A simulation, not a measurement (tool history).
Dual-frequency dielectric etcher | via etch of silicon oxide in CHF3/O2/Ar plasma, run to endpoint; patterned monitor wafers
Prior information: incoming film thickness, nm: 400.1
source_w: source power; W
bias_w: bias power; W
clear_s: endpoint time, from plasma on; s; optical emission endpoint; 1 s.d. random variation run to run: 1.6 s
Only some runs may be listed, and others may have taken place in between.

run,hour,source_w,bias_w,clear_s
1,0,890,178,190.01
2,5.4,850,175,195.39
3,6.1,850,201,185.12
4,9.7,810,197,187.22
5,11.5,780,189,197.21
6,13.2,750,188,199.37
7,21.7,720,187,203.09
8,24.4,700,186,204.35
9,31.9,680,185,206.88

Estimate the outcome of run 10 from the log above:
10,34.4,660,184,?

clear_s: 209.79 s
